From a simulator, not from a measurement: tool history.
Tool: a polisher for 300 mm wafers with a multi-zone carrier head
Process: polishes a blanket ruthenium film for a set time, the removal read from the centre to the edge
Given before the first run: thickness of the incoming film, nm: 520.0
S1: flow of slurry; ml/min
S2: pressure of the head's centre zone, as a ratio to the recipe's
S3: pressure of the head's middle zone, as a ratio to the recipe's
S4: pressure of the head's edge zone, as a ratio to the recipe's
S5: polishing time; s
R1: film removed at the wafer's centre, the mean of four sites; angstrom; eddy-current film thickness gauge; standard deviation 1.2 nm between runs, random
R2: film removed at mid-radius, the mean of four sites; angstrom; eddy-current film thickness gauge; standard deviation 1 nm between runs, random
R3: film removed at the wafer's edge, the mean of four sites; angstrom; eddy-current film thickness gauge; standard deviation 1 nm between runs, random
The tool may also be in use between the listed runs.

{"run": 1, "hour": 0.0, "S1": 275, "S2": 1, "S3": 1, "S4": 1, "S5": 85, "R1": 942.88, "R2": 981.31, "R3": 957.35}
{"run": 2, "hour": 8.4, "S1": 280, "S2": 0.98, "S3": 1.03, "S4": 1.05, "S5": 90, "R1": 996.74, "R2": 1083.5, "R3": 1026.9}
{"run": 3, "hour": 16.7, "S1": 280, "S2": 0.98, "S3": 1.03, "S4": 1.05, "S5": 83, "R1": 907.07, "R2": 991.13, "R3": 960.35}
{"run": 4, "hour": 24.0, "S1": 290, "S2": 0.95, "S3": 1.04, "S4": 1.09, "S5": 89, "R1": 945.79, "R2": 1091.2, "R3": 1054.1}
{"run": 5, "hour": 28.7, "S1": 305, "S2": 0.94, "S3": 1.05, "S4": 1.12, "S5": 92, "R1": 974.14, "R2": 1115.3, "R3": 1096.8}
{"run": 6, "hour": 30.3, "S1": 305, "S2": 0.93, "S3": 1.07, "S4": 1.14, "S5": 95, "R1": 985.47, "R2": 1168.7, "R3": 1130.9}
{"run": 7, "hour": 35.8, "S1": 310, "S2": 0.92, "S3": 1.08, "S4": 1.15, "S5": 98, "R1": 1044.9, "R2": 1234.2, "R3": 1194.3}
{"run": 8, "hour": 37.7, "S1": 315, "S2": 0.91, "S3": 1.09, "S4": 1.16, "S5": 99, "R1": 998.72, "R2": 1240.7, "R3": 1205.6}
{"run": 9, "hour": 39.2, "S1": 315, "S2": 0.92, "S3": 1.1, "S4": 1.17, "S5": 100, "R1": 1054.2, "R2": 1281.3, "R3": 1222.4}

Predict the results of run 10:
{"run": 10, "hour": 44.0, "S1": 320, "S2": 0.91, "S3": 1.1, "S4": 1.18, "S5": 101, "R1": "?", "R2": "?", "R3": "?"}

Run 10 produced R1 1034 angstrom, R2 1289.9 angstrom, R3 1238.3 angstrom.

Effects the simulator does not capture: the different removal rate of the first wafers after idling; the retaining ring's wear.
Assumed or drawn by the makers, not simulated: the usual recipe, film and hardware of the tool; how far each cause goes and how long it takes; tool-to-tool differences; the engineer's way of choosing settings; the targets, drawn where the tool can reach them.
